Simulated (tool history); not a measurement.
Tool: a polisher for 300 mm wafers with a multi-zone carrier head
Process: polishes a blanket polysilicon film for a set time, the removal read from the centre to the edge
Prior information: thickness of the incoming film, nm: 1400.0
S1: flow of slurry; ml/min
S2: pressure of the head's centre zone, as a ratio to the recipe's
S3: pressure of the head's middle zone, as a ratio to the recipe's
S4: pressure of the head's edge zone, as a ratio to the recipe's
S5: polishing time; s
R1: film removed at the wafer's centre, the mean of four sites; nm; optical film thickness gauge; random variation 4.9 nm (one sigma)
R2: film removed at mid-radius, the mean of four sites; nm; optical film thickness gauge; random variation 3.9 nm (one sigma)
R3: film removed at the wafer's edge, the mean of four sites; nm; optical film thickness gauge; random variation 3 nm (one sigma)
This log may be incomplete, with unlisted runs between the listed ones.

run  hour   S1    S2    S3    S4  S5      R1      R2      R3
  1     0  220     1     1     1  55  442.32   422.2  424.87
  2   1.1  220     1     1     1  49  391.66  377.76  381.79
  3   6.3  220  1.04     1     1  49  409.46  372.37  382.98
  4  14.5  230  1.03  1.03  1.03  50  409.06   393.2  392.78
  5  22.7  235  1.03  1.05  1.05  52  430.79  419.56  413.61
  6  29.7  245  1.02  1.07  1.07  53  441.33  432.64  422.91
  7  33.9  250     1  1.09  1.09  54  427.04  450.25  440.96
  8  34.9  310  1.04  1.19   1.1  57  493.86  517.49  471.55

Expected results for the next run?
  9    40  305  1.03  1.19  1.1  57   ?   ?   ?

{"run 9": {"R1": 490.11, "R2": 517.18, "R3": 473.2}}
